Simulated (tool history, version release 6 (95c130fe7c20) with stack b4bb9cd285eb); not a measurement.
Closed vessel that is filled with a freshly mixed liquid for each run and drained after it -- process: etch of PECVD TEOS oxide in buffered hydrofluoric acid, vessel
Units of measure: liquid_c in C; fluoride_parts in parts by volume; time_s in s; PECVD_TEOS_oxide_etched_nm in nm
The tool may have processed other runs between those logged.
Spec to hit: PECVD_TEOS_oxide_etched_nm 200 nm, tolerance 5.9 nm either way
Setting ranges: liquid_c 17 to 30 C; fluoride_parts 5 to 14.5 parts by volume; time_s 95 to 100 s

run    day  liquid_c  fluoride_parts  time_s  PECVD_TEOS_oxide_etched_nm
  1      0        22               9      95                      165.61
  2  0.096        23               9      95                      174.23
  3  0.308      23.5               9      95                      179.43
  4  0.675        24               9      95                      183.58
  5  1.038        21               9      95                       155.9
  6  1.317        21              10      95                      146.78
  7  1.512        25              10      95                      182.18
  8  1.592      25.5              10      95                      188.08
  9  1.779        26              10      95                      192.68

4 next moves are on the table. One of them brings every result within its allowed miss. Which?
  A  1.967      24.5             8.5      95                           ?
  B  1.967      25.5            10.5      95                           ?
  C  1.967      25.5             8.5      95                           ?
  D  1.967        27              10     100                           ?

move  PECVD_TEOS_oxide_etched_nm
   A                       201.6
   B                      178.52
   C                      212.81
   D                      213.58
A: hits every target within its allowed miss
B: lands further from the targets than the last run did
C: takes the biggest miss from the last run beyond its target
D: takes the biggest miss from the last run beyond its target
Move A is the one to make.

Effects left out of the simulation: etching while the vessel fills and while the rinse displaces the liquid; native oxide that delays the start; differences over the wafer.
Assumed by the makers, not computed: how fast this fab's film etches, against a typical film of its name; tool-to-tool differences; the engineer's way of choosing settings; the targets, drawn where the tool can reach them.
